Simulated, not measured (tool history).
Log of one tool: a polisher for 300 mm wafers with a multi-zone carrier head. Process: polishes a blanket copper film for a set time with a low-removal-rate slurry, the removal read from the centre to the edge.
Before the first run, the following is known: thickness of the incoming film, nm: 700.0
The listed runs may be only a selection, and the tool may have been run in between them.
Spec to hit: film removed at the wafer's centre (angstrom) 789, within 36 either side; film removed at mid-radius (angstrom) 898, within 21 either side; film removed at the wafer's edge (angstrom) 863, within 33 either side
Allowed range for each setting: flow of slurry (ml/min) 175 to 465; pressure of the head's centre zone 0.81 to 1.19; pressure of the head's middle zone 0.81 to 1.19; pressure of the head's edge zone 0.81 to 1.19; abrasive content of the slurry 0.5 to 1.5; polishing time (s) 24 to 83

run    day  flow of slurry (ml/min)  pressure of the head's centre zone  pressure of the head's middle zone  pressure of the head's edge zone  abrasive content of the slurry  polishing time (s)  film removed at the wafer's centre (angstrom)  film removed at mid-radius (angstrom)  film removed at the wafer's edge (angstrom)
  1      0                      295                                   1                                   1                                 1                               1                  53                                         1158.1                                 1190.8                                       1184.6
  2  0.192                      230                                   1                                   1                                 1                               1                  53                                         1160.1                                 1169.1                                       1125.2
  3  0.496                      230                                   1                                   1                                 1                            0.85                  53                                         1118.6                                   1156                                       1135.7
  4  0.646                      230                                   1                                   1                              1.07                            0.85                  53                                           1117                                 1129.8                                       1149.8
  5  0.883                      230                                   1                                0.92                              1.07                            0.85                  53                                           1110                                 1051.2                                       1166.3
  6  0.933                      220                                0.98                                0.93                              1.04                             0.8                  51                                         1026.2                                 1017.3                                       1090.4
  7  1.033                      210                                0.97                                0.93                              1.01                            0.75                  50                                         986.58                                 977.58                                       1047.5
  8  1.129                      210                                0.97                                0.93                              1.01                            0.75                  50                                         992.98                                 976.74                                       1023.4
  9  1.333                      210                                0.94                                0.93                              0.99                             0.7                  50                                         942.74                                 962.18                                       1019.1
 10    1.5                      210                                0.94                                0.93                              0.99                             0.7                  50                                         934.67                                 965.64                                       1026.6
 11  1.792                      205                                0.93                                0.94                              0.96                            0.65                  49                                         906.62                                 942.06                                        971.9
 12  1.896                      200                                0.91                                0.94                              0.94                             0.6                  49                                         860.64                                 930.48                                       929.47
 13  2.242                      200                                 0.9                                0.94                              0.93                             0.6                  49                                         850.13                                 931.35                                       929.68
 14  2.575                      200                                0.89                                0.94                              0.91                             0.6                  49                                         868.78                                 924.22                                       929.81
 15  2.638                      200                                0.88                                0.94                               0.9                             0.6                  49                                         826.98                                  927.5                                       910.96
 16  2.829                      200                                0.88                                0.94                              0.89                             0.6                  49                                         843.75                                 923.33                                       924.03

5 next moves are on the table. One of them brings every result within its allowed miss. Which?
  A  3.021                      210                                0.83                                0.98                              0.88                             0.5                  44                                              ?                                      ?                                            ?
  B  3.021                      180                                0.98                                0.91                              0.88                             0.5                  48                                              ?                                      ?                                            ?
  C  3.021                      185                                 0.9                                   1                              0.95                             0.6                  45                                              ?                                      ?                                            ?
  D  3.021                      185                                0.87                                1.07                              0.94                            0.65                  42                                              ?                                      ?                                            ?
  E  3.021                      230                                0.86                                0.92                              0.89                             0.6                  51                                              ?                                      ?                                            ?

move  film removed at the wafer's centre (angstrom)  film removed at mid-radius (angstrom)  film removed at the wafer's edge (angstrom)
   A                                         698.91                                 835.54                                       787.94
   B                                         887.94                                 844.86                                       851.97
   C                                          790.1                                 885.99                                       853.46
   D                                          722.9                                 888.12                                       802.88
   E                                         872.38                                 953.81                                        952.4
A: the result that was furthest off in the last run now lies on the other side of its target
B: the furthest-off result lands on target, but another misses its tolerance
C: in spec on every target
D: the result that was furthest off in the last run now lies on the other side of its target
E: misses by more than the last run did
The move that meets every target is C.
